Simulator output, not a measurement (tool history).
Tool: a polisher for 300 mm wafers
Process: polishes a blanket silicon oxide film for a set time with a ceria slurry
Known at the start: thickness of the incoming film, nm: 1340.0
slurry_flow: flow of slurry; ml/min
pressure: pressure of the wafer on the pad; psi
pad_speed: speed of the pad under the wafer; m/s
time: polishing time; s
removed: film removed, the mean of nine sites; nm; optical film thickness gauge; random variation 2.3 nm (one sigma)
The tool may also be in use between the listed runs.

Run 1, day 0: slurry_flow 130 ml/min, pressure 2.9 psi, pad_speed 1.22 m/s, time 46 s. Result: removed 198.76 nm.
Run 2, day 0.15: slurry_flow 145 ml/min, pressure 2.9 psi, pad_speed 1.22 m/s, time 46 s. Result: removed 201.45 nm.
Run 3, day 0.225: slurry_flow 150 ml/min, pressure 3.1 psi, pad_speed 1.22 m/s, time 46 s. Result: removed 213.22 nm.
Run 4, day 0.488: slurry_flow 150 ml/min, pressure 3.3 psi, pad_speed 1.22 m/s, time 46 s. Result: removed 225.1 nm.
Run 5, day 0.525: slurry_flow 150 ml/min, pressure 3.4 psi, pad_speed 1.22 m/s, time 46 s. Result: removed 227.46 nm.
Run 6, day 0.85: slurry_flow 150 ml/min, pressure 3 psi, pad_speed 1.22 m/s, time 46 s. Result: removed 206.05 nm.

Run 7 comes next. What will it give?
Run 7, day 1.167: slurry_flow 150 ml/min, pressure 3.2 psi, pad_speed 1.22 m/s, time 46 s. Result: removed ?.

removed: 220.73 nm

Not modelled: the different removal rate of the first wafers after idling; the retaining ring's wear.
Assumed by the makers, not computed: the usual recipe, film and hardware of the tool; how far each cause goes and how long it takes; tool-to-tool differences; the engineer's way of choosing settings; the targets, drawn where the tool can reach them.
